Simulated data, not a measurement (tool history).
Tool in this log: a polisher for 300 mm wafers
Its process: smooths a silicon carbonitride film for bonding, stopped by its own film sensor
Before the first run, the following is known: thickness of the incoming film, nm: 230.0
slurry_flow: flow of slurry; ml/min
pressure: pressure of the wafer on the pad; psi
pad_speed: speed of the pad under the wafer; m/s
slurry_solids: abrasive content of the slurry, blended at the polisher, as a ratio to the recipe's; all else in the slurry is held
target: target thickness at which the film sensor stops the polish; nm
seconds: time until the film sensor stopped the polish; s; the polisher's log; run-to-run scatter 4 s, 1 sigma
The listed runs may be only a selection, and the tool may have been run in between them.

run,hour,slurry_flow,pressure,pad_speed,slurry_solids,target,seconds
1,0.0,120,2.8,1.04,1.0,166,169.09
2,7.8,120,2.5,1.04,1.0,166,184.63
3,9.2,120,2.3,1.02,1.0,166,202.56
4,13.6,120,2.2,1.02,1.0,166,218.32
5,16.0,120,2.2,1.14,1.0,166,199.26
6,21.6,120,2.2,1.14,1.0,163,206.13
7,28.5,120,2.2,1.14,1.0,163,208.61
8,29.1,120,2.1,1.14,1.0,163,215.06

What will run 9 give?
9,32.6,120,2.0,1.14,1.0,163,?

seconds: 224.17 s
